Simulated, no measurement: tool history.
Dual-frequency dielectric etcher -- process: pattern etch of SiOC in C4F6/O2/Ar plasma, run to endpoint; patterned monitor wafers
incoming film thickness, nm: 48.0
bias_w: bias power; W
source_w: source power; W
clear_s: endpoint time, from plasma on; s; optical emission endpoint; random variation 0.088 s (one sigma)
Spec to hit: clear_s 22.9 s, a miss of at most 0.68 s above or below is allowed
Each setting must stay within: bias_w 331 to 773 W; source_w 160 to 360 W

Run 1, hour 0: bias_w 552 W, source_w 260 W. Result: clear_s 17.138 s.
Run 2, hour 5: bias_w 527 W, source_w 250 W. Result: clear_s 17.816 s.
Run 3, hour 7.7: bias_w 506 W, source_w 240 W. Result: clear_s 18.469 s.
Run 4, hour 8.7: bias_w 563 W, source_w 240 W. Result: clear_s 17.864 s.
Run 5, hour 13.2: bias_w 544 W, source_w 230 W. Result: clear_s 18.574 s.
Run 6, hour 14: bias_w 544 W, source_w 210 W. Result: clear_s 19.643 s.
Run 7, hour 17.3: bias_w 529 W, source_w 210 W. Result: clear_s 19.778 s.
Run 8, hour 19.2: bias_w 515 W, source_w 210 W. Result: clear_s 20.12 s.

4 candidate next runs follow, results not yet known. Just one meets every target within its allowed miss. Identify it.
Run A, hour 21.1: bias_w 490 W, source_w 180 W. Result: clear_s ?.
Run B, hour 21.1: bias_w 501 W, source_w 170 W. Result: clear_s ?.
Run C, hour 21.1: bias_w 356 W, source_w 190 W. Result: clear_s ?.
Run D, hour 21.1: bias_w 406 W, source_w 210 W. Result: clear_s ?.

move  clear_s
   A   22.919
   B   24.255
   C   24.491
   D   21.806
A: hits every target within its allowed miss
B: the result that was furthest off in the last run now lies on the other side of its target
C: the result that was furthest off in the last run now lies on the other side of its target
D: closes in on the targets versus the last run, not all within tolerance yet
The right move is A.
